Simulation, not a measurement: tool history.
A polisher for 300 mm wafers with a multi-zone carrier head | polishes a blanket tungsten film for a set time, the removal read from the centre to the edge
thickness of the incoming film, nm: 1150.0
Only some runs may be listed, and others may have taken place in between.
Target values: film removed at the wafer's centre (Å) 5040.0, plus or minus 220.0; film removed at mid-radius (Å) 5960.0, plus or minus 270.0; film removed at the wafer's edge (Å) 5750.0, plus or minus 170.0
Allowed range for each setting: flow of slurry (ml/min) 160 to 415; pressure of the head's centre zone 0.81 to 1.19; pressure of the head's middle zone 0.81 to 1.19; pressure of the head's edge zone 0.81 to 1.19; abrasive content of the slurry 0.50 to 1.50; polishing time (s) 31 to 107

run	hour	flow of slurry (ml/min)	pressure of the head's centre zone	pressure of the head's middle zone	pressure of the head's edge zone	abrasive content of the slurry	polishing time (s)	film removed at the wafer's centre (Å)	film removed at mid-radius (Å)	film removed at the wafer's edge (Å)
1	0.0	265	1.00	1.00	1.00	1.00	69	4434.7	4475.8	4405.5
2	6.3	265	1.00	1.03	1.00	1.00	69	4428.1	4441.0	4425.5
3	14.3	275	0.98	1.05	1.00	1.10	71	4575.4	4691.9	4618.4
4	22.7	275	0.95	1.07	1.00	1.15	73	4513.5	4890.2	4736.3
5	25.0	275	0.94	1.09	1.01	1.20	75	4791.4	5110.4	4929.6
6	31.0	275	0.94	1.15	1.01	1.20	75	4680.8	5210.4	4938.9
7	34.9	280	0.92	1.16	1.02	1.25	76	4659.7	5441.7	5074.2
8	40.8	285	0.92	1.17	1.04	1.30	76	4674.4	5521.5	5218.0
9	42.5	290	0.93	1.17	1.05	1.35	76	4746.7	5611.2	5213.8
10	47.8	290	0.93	1.16	1.07	1.40	77	4928.3	5669.0	5360.6
11	54.0	295	0.93	1.16	1.09	1.40	77	4817.0	5618.5	5481.8
12	58.7	300	0.93	1.17	1.09	1.40	77	4810.0	5814.9	5472.0

Which of these 4 next moves meets every target?
A	63.4	315	0.99	1.15	0.99	1.50	73	?	?	?
B	63.4	330	1.05	1.19	1.00	1.35	76	?	?	?
C	63.4	415	0.87	1.19	1.19	1.35	76	?	?	?
D	63.4	285	0.91	1.16	1.07	1.35	83	?	?	?

move	film removed at the wafer's centre (Å)	film removed at mid-radius (Å)	film removed at the wafer's edge (Å)
A	5002.5	5449.6	5031.4
B	5455.9	5712.3	5186.1
C	4609.2	5825.4	5745.0
D	5072.7	6055.7	5789.6
A: its largest miss is bigger than the last run's
B: its largest miss is bigger than the last run's
C: the worst result of the last run now meets its target, but another is out of spec
D: every result lands within tolerance
So the answer is move D, the one that meets all the targets.
